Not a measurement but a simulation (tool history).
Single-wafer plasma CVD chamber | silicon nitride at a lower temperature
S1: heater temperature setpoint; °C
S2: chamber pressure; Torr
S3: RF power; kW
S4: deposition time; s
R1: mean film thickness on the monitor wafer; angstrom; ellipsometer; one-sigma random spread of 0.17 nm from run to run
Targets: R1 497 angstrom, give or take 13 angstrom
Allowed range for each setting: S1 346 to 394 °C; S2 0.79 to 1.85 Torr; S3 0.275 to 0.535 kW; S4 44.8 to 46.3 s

run	hour	S1	S2	S3	S4	R1
1	0	370	1.32	0.405	44.8	554.67
2	5.7	370	1.29	0.4	44.8	548.71
3	13.1	370	1.29	0.455	44.8	599.31
4	14.3	363	1.29	0.455	44.8	597.97
5	15.1	363	1.29	0.455	44.8	599.67
6	19.6	363	1.29	0.435	44.8	579.82
7	21.2	363	1.25	0.43	44.8	570.1
8	25.7	363	0.99	0.375	44.8	481.45

Consider the 4 candidate settings below. Which is the only one whose results all fall within their allowed miss of target?
A	30.2	367	1	0.335	46.3	?
B	30.2	360	0.8	0.39	45.8	?
C	30.2	360	0.89	0.405	45.1	?
D	30.2	358	0.91	0.365	44.8	?

move	R1
A	459.9
B	473.59
C	497.06
D	461.8
A: lands further from the targets than the last run did
B: lands further from the targets than the last run did
C: meets every target
D: lands further from the targets than the last run did
The move that meets every target is C.
